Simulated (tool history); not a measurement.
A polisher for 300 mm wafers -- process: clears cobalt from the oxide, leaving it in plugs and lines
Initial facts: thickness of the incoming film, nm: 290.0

run	hour	flow of slurry (ml/min)	pressure of the wafer on the pad (psi)	speed of the pad under the wafer (cm/s)	overpolish time after the end point (s)	time until the end point was called (s)	dishing of a wide line in a test structure (angstrom)
1	0	235	1.3	106	24	78.905	521.72
2	5.9	275	1.3	106	24	77.665	525.88
3	14.8	275	1.3	94	24	85.117	501.08
4	17.7	275	1.3	118	24	73.766	556.73
5	22.6	265	1.3	114	22	73.712	528.2
6	30.8	265	1.3	138	22	64.364	565.66
7	37.6	250	1.3	138	20	63.382	525.24
8	39.2	250	1.3	138	19	64.042	518.1
9	40.5	240	1.3	138	18	65.566	500.69
10	48	230	1.3	138	17	64.443	484.56
11	51.7	225	1.3	138	16	66.295	449.68
12	58.3	225	1.3	138	15	65.726	433.41
13	60.1	225	1.3	138	7	64.99	244.09
14	64.7	220	1.3	140	7	65.838	253.07
15	71.8	215	1.3	142	7	65.639	260.51

Forecast run 16:
16	78.8	210	1.3	144	7	?	?

Run 16 produced time until the end point was called (s) 65.121, dishing of a wide line in a test structure (angstrom) 254.67.

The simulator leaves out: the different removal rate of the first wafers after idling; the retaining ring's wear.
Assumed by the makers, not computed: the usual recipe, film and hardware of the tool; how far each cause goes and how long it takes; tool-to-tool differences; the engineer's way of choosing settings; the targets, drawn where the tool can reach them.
